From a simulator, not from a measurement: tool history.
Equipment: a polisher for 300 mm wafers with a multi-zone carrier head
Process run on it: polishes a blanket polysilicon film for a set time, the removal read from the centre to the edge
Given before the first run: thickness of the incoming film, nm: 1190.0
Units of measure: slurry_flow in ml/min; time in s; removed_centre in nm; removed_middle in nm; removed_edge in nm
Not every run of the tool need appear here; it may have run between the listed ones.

{"run": 1, "hour": 0.0, "slurry_flow": 235, "centre_zone": 1, "middle_zone": 1, "edge_zone": 1, "time": 42, "removed_centre": 385.33, "removed_middle": 385.3, "removed_edge": 368.06}
{"run": 2, "hour": 6.7, "slurry_flow": 250, "centre_zone": 1.04, "middle_zone": 1, "edge_zone": 1.04, "time": 43, "removed_centre": 413.14, "removed_middle": 395.04, "removed_edge": 386.95}
{"run": 3, "hour": 9.4, "slurry_flow": 250, "centre_zone": 1.04, "middle_zone": 1.03, "edge_zone": 1.04, "time": 43, "removed_centre": 422.76, "removed_middle": 407.49, "removed_edge": 386.38}
{"run": 4, "hour": 13.1, "slurry_flow": 250, "centre_zone": 1.04, "middle_zone": 0.99, "edge_zone": 1.04, "time": 43, "removed_centre": 416.34, "removed_middle": 389.15, "removed_edge": 387.14}
{"run": 5, "hour": 18.5, "slurry_flow": 260, "centre_zone": 1.06, "middle_zone": 0.99, "edge_zone": 1.07, "time": 43, "removed_centre": 429.17, "removed_middle": 396.25, "removed_edge": 384.29}
{"run": 6, "hour": 23.4, "slurry_flow": 260, "centre_zone": 1, "middle_zone": 0.99, "edge_zone": 1.07, "time": 43, "removed_centre": 400.21, "removed_middle": 394.63, "removed_edge": 387.64}
{"run": 7, "hour": 30.5, "slurry_flow": 260, "centre_zone": 1.03, "middle_zone": 0.98, "edge_zone": 1.09, "time": 44, "removed_centre": 427.33, "removed_middle": 395.94, "removed_edge": 400.15}

The next listed run, before its measurement:
{"run": 8, "hour": 32.8, "slurry_flow": 265, "centre_zone": 1.05, "middle_zone": 0.98, "edge_zone": 1.11, "time": 44, "removed_centre": "?", "removed_middle": "?", "removed_edge": "?"}

{"run 8": {"removed_centre": 432.4, "removed_middle": 396.11, "removed_edge": 409.26}}
